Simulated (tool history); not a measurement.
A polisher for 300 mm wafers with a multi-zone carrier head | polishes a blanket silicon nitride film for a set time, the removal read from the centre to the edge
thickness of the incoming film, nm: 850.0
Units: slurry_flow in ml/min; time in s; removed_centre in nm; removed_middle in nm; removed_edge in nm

Run 1, hour 0.0: slurry_flow 220 ml/min, centre_zone 1.00, middle_zone 1.00, edge_zone 1.00, time 51 s. Result: removed_centre 60.850 nm, removed_middle 62.479 nm, removed_edge 61.130 nm.
Run 2, hour 5.3: slurry_flow 220 ml/min, centre_zone 1.00, middle_zone 1.00, edge_zone 1.00, time 59 s. Result: removed_centre 69.669 nm, removed_middle 72.468 nm, removed_edge 72.242 nm.
Run 3, hour 11.3: slurry_flow 225 ml/min, centre_zone 1.00, middle_zone 1.00, edge_zone 1.02, time 60 s. Result: removed_centre 71.741 nm, removed_middle 73.221 nm, removed_edge 74.368 nm.
Run 4, hour 17.9: slurry_flow 195 ml/min, centre_zone 1.00, middle_zone 1.00, edge_zone 1.02, time 60 s. Result: removed_centre 70.434 nm, removed_middle 72.534 nm, removed_edge 71.593 nm.
Run 5, hour 21.6: slurry_flow 170 ml/min, centre_zone 1.00, middle_zone 1.00, edge_zone 1.02, time 60 s. Result: removed_centre 68.833 nm, removed_middle 70.736 nm, removed_edge 72.457 nm.
Run 6, hour 22.7: slurry_flow 170 ml/min, centre_zone 1.00, middle_zone 1.00, edge_zone 0.96, time 60 s. Result: removed_centre 67.601 nm, removed_middle 70.672 nm, removed_edge 70.253 nm.

Run 7 comes next. What will it give?
Run 7, hour 28.8: slurry_flow 175 ml/min, centre_zone 1.00, middle_zone 1.00, edge_zone 0.98, time 61 s. Result: removed_centre ?, removed_middle ?, removed_edge ?.

{"run 7": {"removed_centre": 68.44, "removed_middle": 71.393, "removed_edge": 71.952}}

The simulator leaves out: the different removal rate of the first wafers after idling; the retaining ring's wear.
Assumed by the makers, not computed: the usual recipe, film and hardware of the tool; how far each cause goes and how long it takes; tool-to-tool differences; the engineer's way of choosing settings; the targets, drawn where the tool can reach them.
